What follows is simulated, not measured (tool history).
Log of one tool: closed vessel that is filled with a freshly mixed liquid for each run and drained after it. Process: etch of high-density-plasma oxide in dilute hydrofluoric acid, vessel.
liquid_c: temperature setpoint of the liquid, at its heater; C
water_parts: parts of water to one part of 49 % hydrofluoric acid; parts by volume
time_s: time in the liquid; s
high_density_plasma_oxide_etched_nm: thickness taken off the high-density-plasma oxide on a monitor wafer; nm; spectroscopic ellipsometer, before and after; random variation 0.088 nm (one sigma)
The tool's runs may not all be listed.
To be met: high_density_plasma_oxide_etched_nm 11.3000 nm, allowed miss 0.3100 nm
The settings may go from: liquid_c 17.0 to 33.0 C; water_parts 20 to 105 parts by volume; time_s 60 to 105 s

| run | hour | liquid_c | water_parts | time_s | high_density_plasma_oxide_etched_nm |
|---|---|---|---|---|---|
| 1 | 0.0 | 25.0 | 55 | 105 | 13.3400 |
| 2 | 4.7 | 22.5 | 55 | 105 | 11.8730 |
| 3 | 11.9 | 22.5 | 75 | 105 | 8.6832 |
| 4 | 20.9 | 24.0 | 75 | 105 | 9.1148 |
| 5 | 28.0 | 27.0 | 75 | 105 | 10.2350 |
| 6 | 32.3 | 27.0 | 85 | 105 | 8.8799 |
| 7 | 41.6 | 31.0 | 85 | 105 | 10.2720 |
| 8 | 43.4 | 31.5 | 85 | 105 | 10.4220 |
| 9 | 49.7 | 32.0 | 85 | 105 | 10.8070 |

4 next moves are on the table. One of them brings every result within its allowed miss. Which?
| A | 56.0 | 33.0 | 85 | 100 | ? |
| B | 56.0 | 32.5 | 80 | 100 | ? |
| C | 56.0 | 33.0 | 80 | 105 | ? |
| D | 56.0 | 31.0 | 85 | 105 | ? |

| move | high_density_plasma_oxide_etched_nm |
|---|---|
| A | 10.6250 |
| B | 11.1680 |
| C | 11.9460 |
| D | 10.3540 |
A: further off than the last run
B: meets every target
C: takes the result that was furthest off past its target
D: further off than the last run
Move B is the one to make.
